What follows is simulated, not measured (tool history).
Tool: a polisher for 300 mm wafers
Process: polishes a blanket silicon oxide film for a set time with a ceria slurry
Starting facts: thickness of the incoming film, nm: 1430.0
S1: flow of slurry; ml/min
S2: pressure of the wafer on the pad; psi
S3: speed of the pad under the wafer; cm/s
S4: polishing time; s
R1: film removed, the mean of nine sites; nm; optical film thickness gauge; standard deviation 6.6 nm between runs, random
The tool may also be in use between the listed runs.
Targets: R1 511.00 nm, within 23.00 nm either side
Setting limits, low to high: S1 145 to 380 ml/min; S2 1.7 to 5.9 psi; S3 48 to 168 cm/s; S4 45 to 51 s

run 1 day=0.000 | S1=245 S2=3.8 S3=108 S4=51 | R1=263.18
run 2 day=0.154 | S1=275 S2=3.8 S3=108 S4=51 | R1=261.62
run 3 day=0.229 | S1=275 S2=4.3 S3=112 S4=51 | R1=304.19
run 4 day=0.458 | S1=275 S2=4.3 S3=126 S4=51 | R1=340.48
run 5 day=0.596 | S1=275 S2=4.7 S3=128 S4=51 | R1=378.75
run 6 day=0.754 | S1=275 S2=5.0 S3=130 S4=51 | R1=406.31
run 7 day=1.108 | S1=275 S2=5.2 S3=132 S4=51 | R1=419.15
run 8 day=1.462 | S1=275 S2=5.4 S3=134 S4=51 | R1=451.94
run 9 day=1.538 | S1=275 S2=5.5 S3=134 S4=51 | R1=467.65
run 10 day=1.896 | S1=275 S2=5.6 S3=134 S4=51 | R1=455.67

Next run, 5 choices. One meets every target within its allowed miss, the rest don't. Which?
run A day=2.254 | S1=285 S2=5.5 S3=138 S4=50 | R1=?
run B day=2.254 | S1=315 S2=5.9 S3=148 S4=51 | R1=?
run C day=2.254 | S1=300 S2=5.5 S3=146 S4=51 | R1=?
run D day=2.254 | S1=260 S2=5.9 S3=118 S4=51 | R1=?
run E day=2.254 | S1=270 S2=4.6 S3=154 S4=45 | R1=?

move=A R1=461.04
move=B R1=541.54
move=C R1=497.26
move=D R1=433.70
move=E R1=383.25
A: an improvement on the last run, though not all results are within tolerance
B: pushes the last run's worst result past its target
C: all results land within tolerance of their targets
D: the biggest miss grows against the last run
E: the biggest miss grows against the last run
So the answer is move C, the one that meets all the targets.
